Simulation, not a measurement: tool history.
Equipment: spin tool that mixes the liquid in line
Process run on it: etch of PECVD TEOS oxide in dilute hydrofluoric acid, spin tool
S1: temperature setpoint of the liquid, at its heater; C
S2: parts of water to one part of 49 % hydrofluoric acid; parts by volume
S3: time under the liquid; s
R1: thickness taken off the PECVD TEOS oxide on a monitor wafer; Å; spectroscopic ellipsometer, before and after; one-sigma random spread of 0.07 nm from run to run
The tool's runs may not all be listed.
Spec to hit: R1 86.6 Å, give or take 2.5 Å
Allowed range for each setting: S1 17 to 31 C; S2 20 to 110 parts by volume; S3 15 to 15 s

run,hour,S1,S2,S3,R1
1,0,23,60,15,69.472
2,2.4,24.5,60,15,74.17
3,3.1,24.5,60,15,73.872
4,4.2,24.5,40,15,112.89
5,5.5,24.5,25,15,187.29
6,7.7,28,25,15,214.61
7,13.5,28,25,15,212.21
8,18.3,25,30,15,155.17
9,20.7,21,35,15,112.7
10,26.8,20,35,15,109.55
11,32.8,19,35,15,104.16
12,38.4,18.5,35,15,102.75
13,41.9,18,35,15,100.59

Exactly one of the 5 candidate moves below puts every result within its allowed miss. Which one?
A,45.4,19,40,15,?
B,45.4,19.5,40,15,?
C,45.4,17,35,15,?
D,45.4,20,40,15,?
E,45.4,18,40,15,?

move,R1
A,89.949
B,91.905
C,94.773
D,93.895
E,86.14
A: closer than the last run, but not yet in spec
B: closer than the last run, but not yet in spec
C: closer than the last run, but not yet in spec
D: closer than the last run, but not yet in spec
E: each result inside its tolerance
Move E is the one to make.

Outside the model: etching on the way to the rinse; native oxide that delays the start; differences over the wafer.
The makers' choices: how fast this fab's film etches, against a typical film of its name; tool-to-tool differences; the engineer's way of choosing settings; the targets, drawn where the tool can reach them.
